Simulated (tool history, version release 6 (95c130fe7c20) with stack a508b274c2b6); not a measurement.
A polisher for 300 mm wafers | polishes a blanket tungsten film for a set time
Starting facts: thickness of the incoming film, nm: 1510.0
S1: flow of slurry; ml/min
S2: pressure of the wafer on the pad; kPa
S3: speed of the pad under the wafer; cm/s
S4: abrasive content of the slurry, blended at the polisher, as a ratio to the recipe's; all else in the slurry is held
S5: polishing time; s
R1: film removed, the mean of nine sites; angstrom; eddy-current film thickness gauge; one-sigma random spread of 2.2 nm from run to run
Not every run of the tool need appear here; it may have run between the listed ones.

Run 1, hour 0.0: S1 255 ml/min, S2 20.0 kPa, S3 118 cm/s, S4 1.0, S5 48 s. Result: R1 1906.1 angstrom.
Run 2, hour 0.8: S1 255 ml/min, S2 20.0 kPa, S3 118 cm/s, S4 0.8, S5 48 s. Result: R1 1818.3 angstrom.
Run 3, hour 6.8: S1 255 ml/min, S2 20.0 kPa, S3 92 cm/s, S4 0.8, S5 48 s. Result: R1 1442.6 angstrom.
Run 4, hour 7.9: S1 255 ml/min, S2 20.0 kPa, S3 92 cm/s, S4 0.6, S5 48 s. Result: R1 1383.1 angstrom.
Run 5, hour 12.1: S1 255 ml/min, S2 22.8 kPa, S3 92 cm/s, S4 0.6, S5 48 s. Result: R1 1510.1 angstrom.
Run 6, hour 13.7: S1 310 ml/min, S2 22.8 kPa, S3 92 cm/s, S4 0.6, S5 48 s. Result: R1 1564.6 angstrom.
Run 7, hour 19.0: S1 310 ml/min, S2 24.8 kPa, S3 94 cm/s, S4 0.6, S5 48 s. Result: R1 1768.7 angstrom.
Run 8, hour 20.1: S1 310 ml/min, S2 26.2 kPa, S3 94 cm/s, S4 0.6, S5 48 s. Result: R1 1829.4 angstrom.

What does the tool deliver on the next run?
Run 9, hour 20.8: S1 315 ml/min, S2 27.6 kPa, S3 96 cm/s, S4 0.6, S5 48 s. Result: R1 ?.

{"run 9": {"R1": 1985.0}}
